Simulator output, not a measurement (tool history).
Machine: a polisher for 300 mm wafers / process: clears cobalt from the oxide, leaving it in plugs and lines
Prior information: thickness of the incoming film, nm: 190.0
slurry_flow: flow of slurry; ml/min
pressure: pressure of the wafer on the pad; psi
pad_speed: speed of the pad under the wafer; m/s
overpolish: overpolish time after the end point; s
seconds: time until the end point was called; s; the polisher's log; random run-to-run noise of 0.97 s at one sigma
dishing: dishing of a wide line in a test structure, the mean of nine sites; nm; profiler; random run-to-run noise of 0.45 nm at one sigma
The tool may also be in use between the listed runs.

run,hour,slurry_flow,pressure,pad_speed,overpolish,seconds,dishing
1,0,140,1.5,0.78,17,64.746,31.413
2,2.8,165,1.5,0.78,17,62.338,31.99
3,10.3,130,1.5,0.78,17,63.628,31.55
4,17.4,115,1.5,0.78,17,66.317,30.739
5,20.3,115,1.6,0.78,19,61.681,34.564
6,25.8,115,1.6,0.78,20,61.943,35.553

Run 7 is up next; what results do you expect?
7,33.8,115,1.6,0.78,21,?,?

seconds: 59.7 s
dishing: 36.687 nm
